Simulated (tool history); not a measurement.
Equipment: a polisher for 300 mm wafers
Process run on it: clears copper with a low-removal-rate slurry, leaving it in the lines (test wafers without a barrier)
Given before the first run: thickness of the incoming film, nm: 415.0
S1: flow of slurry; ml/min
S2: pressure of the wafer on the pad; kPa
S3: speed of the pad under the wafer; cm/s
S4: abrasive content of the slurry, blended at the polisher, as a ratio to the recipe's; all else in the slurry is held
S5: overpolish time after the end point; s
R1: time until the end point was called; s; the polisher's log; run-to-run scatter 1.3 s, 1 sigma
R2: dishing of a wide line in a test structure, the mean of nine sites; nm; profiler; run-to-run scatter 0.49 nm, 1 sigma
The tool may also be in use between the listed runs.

Run 1, day 0: S1 245 ml/min, S2 26.2 kPa, S3 120 cm/s, S4 1, S5 13 s. Result: R1 89.645 s, R2 40.876 nm.
Run 2, day 0.358: S1 245 ml/min, S2 24.8 kPa, S3 120 cm/s, S4 1, S5 12 s. Result: R1 94.543 s, R2 36.449 nm.
Run 3, day 0.538: S1 245 ml/min, S2 23.4 kPa, S3 120 cm/s, S4 1, S5 11 s. Result: R1 99.992 s, R2 32.805 nm.
Run 4, day 0.788: S1 245 ml/min, S2 23.4 kPa, S3 120 cm/s, S4 1, S5 8 s. Result: R1 98.807 s, R2 24.652 nm.
Run 5, day 0.967: S1 245 ml/min, S2 21.4 kPa, S3 120 cm/s, S4 1, S5 8 s. Result: R1 106.1 s, R2 21.528 nm.
Run 6, day 0.996: S1 245 ml/min, S2 21.4 kPa, S3 94 cm/s, S4 1, S5 8 s. Result: R1 137.4 s, R2 18.46 nm.
Run 7, day 1.171: S1 245 ml/min, S2 21.4 kPa, S3 94 cm/s, S4 1, S5 8 s. Result: R1 137.68 s, R2 18.682 nm.
Run 8, day 1.538: S1 245 ml/min, S2 22.1 kPa, S3 94 cm/s, S4 1, S5 8 s. Result: R1 132.37 s, R2 19.537 nm.
Run 9, day 1.692: S1 245 ml/min, S2 22.8 kPa, S3 94 cm/s, S4 1, S5 8 s. Result: R1 128.46 s, R2 19.264 nm.

Estimate the outcome of run 10 from the log above:
Run 10, day 1.983: S1 245 ml/min, S2 23.4 kPa, S3 94 cm/s, S4 1, S5 8 s. Result: R1 ?, R2 ?.

Run 10 produced R1 126.18 s, R2 19.781 nm.
